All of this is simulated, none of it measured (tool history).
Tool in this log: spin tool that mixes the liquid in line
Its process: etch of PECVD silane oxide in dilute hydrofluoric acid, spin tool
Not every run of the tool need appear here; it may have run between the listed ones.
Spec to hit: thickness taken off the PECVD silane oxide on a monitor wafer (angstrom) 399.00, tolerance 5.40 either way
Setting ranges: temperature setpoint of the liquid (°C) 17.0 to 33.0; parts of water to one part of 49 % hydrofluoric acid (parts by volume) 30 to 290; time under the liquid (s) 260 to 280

run	hour	temperature setpoint of the liquid (°C)	parts of water to one part of 49 % hydrofluoric acid (parts by volume)	time under the liquid (s)	thickness taken off the PECVD silane oxide on a monitor wafer (angstrom)
1	0.0	25.0	160	260	261.04
2	0.8	26.5	160	260	276.60
3	5.6	26.5	185	260	233.70
4	12.5	28.0	175	260	260.22
5	20.9	29.0	165	260	290.80
6	26.7	29.0	165	280	312.82
7	35.5	29.0	165	280	313.82
8	40.0	30.0	160	280	340.25
9	44.7	30.5	160	280	342.00

Which one of the following 5 next-run settings gets every result inside its allowed miss? There is exactly one.
A	49.4	31.0	175	260	?
B	49.4	28.0	125	275	?
C	49.4	31.0	140	280	?
D	49.4	29.0	135	280	?
E	49.4	28.5	125	270	?

move	thickness taken off the PECVD silane oxide on a monitor wafer (angstrom)
A	291.58
B	413.34
C	411.16
D	399.17
E	413.48
A: moves away from the targets compared with the last run
B: takes the biggest miss from the last run beyond its target
C: takes the biggest miss from the last run beyond its target
D: all results land within tolerance of their targets
E: takes the biggest miss from the last run beyond its target
D meets every target.
